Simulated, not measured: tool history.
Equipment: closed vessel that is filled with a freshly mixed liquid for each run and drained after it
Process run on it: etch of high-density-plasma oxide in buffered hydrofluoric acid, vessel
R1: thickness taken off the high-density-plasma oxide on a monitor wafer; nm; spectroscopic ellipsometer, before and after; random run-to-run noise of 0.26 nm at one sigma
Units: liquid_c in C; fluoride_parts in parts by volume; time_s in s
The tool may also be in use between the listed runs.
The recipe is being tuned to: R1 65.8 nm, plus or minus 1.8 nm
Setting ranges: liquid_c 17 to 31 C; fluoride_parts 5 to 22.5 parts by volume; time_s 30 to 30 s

Run 1, hour 0: liquid_c 23 C, fluoride_parts 13.5 parts by volume, time_s 30 s. Result: R1 28.636 nm.
Run 2, hour 5.1: liquid_c 25.5 C, fluoride_parts 12 parts by volume, time_s 30 s. Result: R1 36.763 nm.
Run 3, hour 7.4: liquid_c 27 C, fluoride_parts 11 parts by volume, time_s 30 s. Result: R1 43.027 nm.
Run 4, hour 9.4: liquid_c 27 C, fluoride_parts 11 parts by volume, time_s 30 s. Result: R1 43.245 nm.
Run 5, hour 16.7: liquid_c 28 C, fluoride_parts 10 parts by volume, time_s 30 s. Result: R1 50.163 nm.
Run 6, hour 21.6: liquid_c 29 C, fluoride_parts 9.5 parts by volume, time_s 30 s. Result: R1 54.111 nm.
Run 7, hour 22.8: liquid_c 31 C, fluoride_parts 8 parts by volume, time_s 30 s. Result: R1 71.23 nm.
Run 8, hour 27.4: liquid_c 30.5 C, fluoride_parts 8 parts by volume, time_s 30 s. Result: R1 69.451 nm.

Consider the 5 candidate settings below. Which is the only one whose results all fall within their allowed miss of target?
Run A, hour 32: liquid_c 30 C, fluoride_parts 7.5 parts by volume, time_s 30 s. Result: R1 ?.
Run B, hour 32: liquid_c 29.5 C, fluoride_parts 8 parts by volume, time_s 30 s. Result: R1 ?.
Run C, hour 32: liquid_c 31 C, fluoride_parts 7.5 parts by volume, time_s 30 s. Result: R1 ?.
Run D, hour 32: liquid_c 29.5 C, fluoride_parts 8.5 parts by volume, time_s 30 s. Result: R1 ?.
Run E, hour 32: liquid_c 31 C, fluoride_parts 8 parts by volume, time_s 30 s. Result: R1 ?.

move      R1
   A  72.016
   B  65.428
   C  75.875
   D  61.272
   E  70.767
A: moves away from the targets compared with the last run
B: every result within its allowed miss
C: moves away from the targets compared with the last run
D: carries the result that was furthest off beyond its target, to the other side
E: moves away from the targets compared with the last run
So the answer is move B, the one that meets all the targets.

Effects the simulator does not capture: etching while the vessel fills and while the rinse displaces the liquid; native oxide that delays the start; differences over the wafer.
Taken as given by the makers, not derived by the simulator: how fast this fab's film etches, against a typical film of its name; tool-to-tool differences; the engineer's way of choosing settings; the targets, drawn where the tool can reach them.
